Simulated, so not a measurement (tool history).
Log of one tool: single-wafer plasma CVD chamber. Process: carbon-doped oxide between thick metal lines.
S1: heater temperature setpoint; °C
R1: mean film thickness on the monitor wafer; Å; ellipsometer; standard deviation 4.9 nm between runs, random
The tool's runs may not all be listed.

Run 1, day 0.000: S1 360 °C, chamber pressure (mTorr) 6870, RF power (W) 530, deposition time (s) 155. Result: R1 7411.9 Å.
Run 2, day 0.075: S1 360 °C, chamber pressure (mTorr) 7840, RF power (W) 530, deposition time (s) 155. Result: R1 7525.0 Å.
Run 3, day 0.308: S1 360 °C, chamber pressure (mTorr) 7840, RF power (W) 530, deposition time (s) 155. Result: R1 7575.3 Å.
Run 4, day 0.579: S1 352 °C, chamber pressure (mTorr) 7840, RF power (W) 530, deposition time (s) 155. Result: R1 7721.8 Å.
Run 5, day 0.679: S1 352 °C, chamber pressure (mTorr) 6650, RF power (W) 530, deposition time (s) 155. Result: R1 7484.5 Å.
Run 6, day 0.850: S1 352 °C, chamber pressure (mTorr) 6650, RF power (W) 470, deposition time (s) 155. Result: R1 6995.7 Å.
Run 7, day 0.983: S1 352 °C, chamber pressure (mTorr) 6850, RF power (W) 495, deposition time (s) 156. Result: R1 7365.8 Å.
Run 8, day 1.208: S1 351 °C, chamber pressure (mTorr) 7050, RF power (W) 515, deposition time (s) 156. Result: R1 7533.6 Å.
Run 9, day 1.538: S1 350 °C, chamber pressure (mTorr) 7240, RF power (W) 530, deposition time (s) 156. Result: R1 7712.1 Å.
Run 10, day 1.675: S1 349 °C, chamber pressure (mTorr) 7410, RF power (W) 545, deposition time (s) 156. Result: R1 7885.8 Å.
Run 11, day 1.758: S1 349 °C, chamber pressure (mTorr) 7570, RF power (W) 555, deposition time (s) 156. Result: R1 8096.7 Å.
At day 2.042: capacitance manometer re-zeroed and calibrated.
Run 12, day 2.042: S1 349 °C, chamber pressure (mTorr) 7570, RF power (W) 555, deposition time (s) 156. Result: R1 7933.5 Å.
Run 13, day 2.075: S1 349 °C, chamber pressure (mTorr) 7680, RF power (W) 565, deposition time (s) 156. Result: R1 8037.8 Å.
Run 14, day 2.429: S1 349 °C, chamber pressure (mTorr) 7800, RF power (W) 575, deposition time (s) 156. Result: R1 8214.3 Å.

What does the tool deliver on the next run?
Run 15, day 2.700: S1 349 °C, chamber pressure (mTorr) 7900, RF power (W) 580, deposition time (s) 156. Result: R1 ?.

{"run 15": {"R1": 8198.0}}
